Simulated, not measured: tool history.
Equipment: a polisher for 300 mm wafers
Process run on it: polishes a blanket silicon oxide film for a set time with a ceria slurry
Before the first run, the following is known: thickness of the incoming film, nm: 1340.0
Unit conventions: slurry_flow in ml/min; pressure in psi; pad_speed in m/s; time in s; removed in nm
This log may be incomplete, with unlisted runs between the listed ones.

{"run": 1, "hour": 0.0, "slurry_flow": 125, "pressure": 4, "pad_speed": 1.38, "time": 76, "removed": 545.09}
{"run": 2, "hour": 6.7, "slurry_flow": 125, "pressure": 4, "pad_speed": 1.12, "time": 76, "removed": 439.24}
{"run": 3, "hour": 11.0, "slurry_flow": 125, "pressure": 3.9, "pad_speed": 1.12, "time": 76, "removed": 437.48}
{"run": 4, "hour": 14.0, "slurry_flow": 125, "pressure": 3.9, "pad_speed": 1.12, "time": 80, "removed": 459.49}
{"run": 5, "hour": 18.1, "slurry_flow": 150, "pressure": 3.9, "pad_speed": 1.12, "time": 80, "removed": 456.7}
{"run": 6, "hour": 25.5, "slurry_flow": 150, "pressure": 3.7, "pad_speed": 1.12, "time": 80, "removed": 459.75}
{"run": 7, "hour": 31.9, "slurry_flow": 150, "pressure": 3.5, "pad_speed": 1.12, "time": 80, "removed": 423.94}
{"run": 8, "hour": 34.1, "slurry_flow": 150, "pressure": 3.4, "pad_speed": 1.12, "time": 80, "removed": 408.58}
{"run": 9, "hour": 40.4, "slurry_flow": 150, "pressure": 3.3, "pad_speed": 1.12, "time": 80, "removed": 408.48}
{"run": 10, "hour": 42.7, "slurry_flow": 150, "pressure": 3.3, "pad_speed": 1.12, "time": 80, "removed": 402.14}
{"run": 11, "hour": 43.5, "slurry_flow": 150, "pressure": 3.2, "pad_speed": 1.12, "time": 80, "removed": 387.18}

The next listed run, before its measurement:
{"run": 12, "hour": 48.5, "slurry_flow": 150, "pressure": 3.1, "pad_speed": 1.12, "time": 80, "removed": "?"}

Run 12 yielded removed 371.74 nm.
